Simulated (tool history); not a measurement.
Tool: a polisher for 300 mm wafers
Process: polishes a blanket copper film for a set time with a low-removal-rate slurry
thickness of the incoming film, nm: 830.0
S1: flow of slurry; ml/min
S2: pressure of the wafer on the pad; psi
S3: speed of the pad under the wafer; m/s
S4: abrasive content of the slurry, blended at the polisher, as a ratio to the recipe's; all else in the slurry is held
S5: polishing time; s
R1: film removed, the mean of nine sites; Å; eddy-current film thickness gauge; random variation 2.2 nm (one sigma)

run	hour	S1	S2	S3	S4	S5	R1
1	0.0	150	3.0	1.28	1.0	54	1856.0
2	3.8	155	3.2	1.28	1.0	54	1960.0
3	4.7	155	3.2	1.28	1.0	54	2000.8
4	12.8	155	3.2	1.28	1.0	54	1953.8
5	20.4	155	3.4	1.28	1.0	54	2088.9
6	22.7	155	3.4	1.28	1.0	49	1888.0
7	30.3	160	3.6	1.28	1.0	49	2006.3
8	37.0	160	3.8	1.28	1.0	49	2142.8
9	41.0	160	3.9	1.28	1.0	49	2217.5
10	45.4	160	4.0	1.28	1.0	49	2249.9

The next listed run, before its measurement:
11	48.7	160	4.0	1.28	1.0	49	?

R1: 2252.6 Å
